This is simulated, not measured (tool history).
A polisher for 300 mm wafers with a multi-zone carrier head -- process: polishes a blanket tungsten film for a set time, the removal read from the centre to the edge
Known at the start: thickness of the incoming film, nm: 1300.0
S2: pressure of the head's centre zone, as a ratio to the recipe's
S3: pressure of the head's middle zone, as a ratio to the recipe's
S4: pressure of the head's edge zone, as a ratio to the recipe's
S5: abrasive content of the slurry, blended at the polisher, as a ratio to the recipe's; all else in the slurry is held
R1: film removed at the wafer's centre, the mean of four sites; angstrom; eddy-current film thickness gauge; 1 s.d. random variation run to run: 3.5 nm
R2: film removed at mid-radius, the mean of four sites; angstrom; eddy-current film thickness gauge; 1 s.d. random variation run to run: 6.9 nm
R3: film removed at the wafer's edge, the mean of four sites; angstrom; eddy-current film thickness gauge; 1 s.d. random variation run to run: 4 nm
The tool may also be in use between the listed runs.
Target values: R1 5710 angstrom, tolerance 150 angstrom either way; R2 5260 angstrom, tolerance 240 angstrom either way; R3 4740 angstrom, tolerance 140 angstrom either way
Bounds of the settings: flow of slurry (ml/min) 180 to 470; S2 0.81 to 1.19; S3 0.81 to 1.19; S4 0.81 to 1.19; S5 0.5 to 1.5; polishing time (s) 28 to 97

Run 1, hour 0: flow of slurry (ml/min) 300, S2 1, S3 1, S4 1, S5 1, polishing time (s) 62. Result: R1 3874.8 angstrom, R2 3963.8 angstrom, R3 3910.6 angstrom.
Run 2, hour 4.4: flow of slurry (ml/min) 300, S2 1, S3 1, S4 1, S5 0.85, polishing time (s) 62. Result: R1 3747.7 angstrom, R2 3900.2 angstrom, R3 3767 angstrom.
Run 3, hour 5.1: flow of slurry (ml/min) 370, S2 1, S3 1, S4 1, S5 0.85, polishing time (s) 62. Result: R1 3780.9 angstrom, R2 3872.2 angstrom, R3 3806.2 angstrom.
Run 4, hour 7.2: flow of slurry (ml/min) 370, S2 1, S3 1, S4 1, S5 0.85, polishing time (s) 55. Result: R1 3373.8 angstrom, R2 3391 angstrom, R3 3458.8 angstrom.
Run 5, hour 10.3: flow of slurry (ml/min) 370, S2 1, S3 1, S4 1, S5 0.65, polishing time (s) 55. Result: R1 3252.1 angstrom, R2 3247.7 angstrom, R3 3273 angstrom.
Run 6, hour 13.3: flow of slurry (ml/min) 370, S2 0.94, S3 1, S4 1, S5 0.65, polishing time (s) 55. Result: R1 3026.1 angstrom, R2 3280.5 angstrom, R3 3252.3 angstrom.
Run 7, hour 14.3: flow of slurry (ml/min) 365, S2 0.99, S3 1.02, S4 0.99, S5 0.8, polishing time (s) 58. Result: R1 3499.2 angstrom, R2 3627 angstrom, R3 3562 angstrom.
Run 8, hour 20: flow of slurry (ml/min) 360, S2 1.03, S3 1.05, S4 0.98, S5 0.95, polishing time (s) 60. Result: R1 3869.2 angstrom, R2 3974.4 angstrom, R3 3823.9 angstrom.
Run 9, hour 25.8: flow of slurry (ml/min) 355, S2 1.06, S3 1.06, S4 0.96, S5 1.05, polishing time (s) 62. Result: R1 4207 angstrom, R2 4138.6 angstrom, R3 3961.6 angstrom.
Run 10, hour 29.6: flow of slurry (ml/min) 350, S2 1.08, S3 1.08, S4 0.95, S5 1.15, polishing time (s) 63. Result: R1 4406.2 angstrom, R2 4433.4 angstrom, R3 4014.6 angstrom.

5 candidate next runs follow, results not yet known. Just one meets every target within its allowed miss. Identify it.
Run A, hour 33.4: flow of slurry (ml/min) 395, S2 1.18, S3 1.09, S4 0.92, S5 1.2, polishing time (s) 74. Result: R1 ?, R2 ?, R3 ?.
Run B, hour 33.4: flow of slurry (ml/min) 375, S2 1.02, S3 1.07, S4 1.08, S5 1.05, polishing time (s) 73. Result: R1 ?, R2 ?, R3 ?.
Run C, hour 33.4: flow of slurry (ml/min) 325, S2 1.1, S3 1.09, S4 0.99, S5 1, polishing time (s) 73. Result: R1 ?, R2 ?, R3 ?.
Run D, hour 33.4: flow of slurry (ml/min) 345, S2 1.07, S3 1.06, S4 0.98, S5 1.15, polishing time (s) 78. Result: R1 ?, R2 ?, R3 ?.
Run E, hour 33.4: flow of slurry (ml/min) 290, S2 0.93, S3 1.11, S4 1.05, S5 1.1, polishing time (s) 54. Result: R1 ?, R2 ?, R3 ?.

move      R1      R2      R3
   A  5696.4  5316.7  4726.7
   B  4748.1  5025.9  4893.3
   C  4998.2  4994.3  4608.7
   D  5371.9  5401.5  5055.6
   E  3187.4  3785.3  3551.7
A: all results in spec
B: nearer the targets than the last run, but a result is still out of spec
C: nearer the targets than the last run, but a result is still out of spec
D: nearer the targets than the last run, but a result is still out of spec
E: its largest miss is bigger than the last run's
The right move is A.

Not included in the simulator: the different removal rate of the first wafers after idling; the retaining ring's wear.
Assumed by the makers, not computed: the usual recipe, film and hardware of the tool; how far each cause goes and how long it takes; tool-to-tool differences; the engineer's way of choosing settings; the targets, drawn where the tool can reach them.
